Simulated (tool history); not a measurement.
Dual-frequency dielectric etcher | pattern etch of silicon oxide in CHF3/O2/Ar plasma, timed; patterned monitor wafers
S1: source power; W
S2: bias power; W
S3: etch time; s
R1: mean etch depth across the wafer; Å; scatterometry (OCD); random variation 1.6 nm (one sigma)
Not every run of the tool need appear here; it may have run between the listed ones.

run,day,S1,S2,S3,R1
1,0,810,130,538,10355
2,0.15,810,130,538,10398
3,0.242,680,130,538,9564.6
4,0.35,630,116,538,8825
5,0.7,590,111,538,8398.7
6,0.833,560,108,538,8072.8
7,1.033,490,99,538,7289.2

Run 8 is up next; what results do you expect?
8,1.317,500,99,538,?

R1: 7353.6 Å
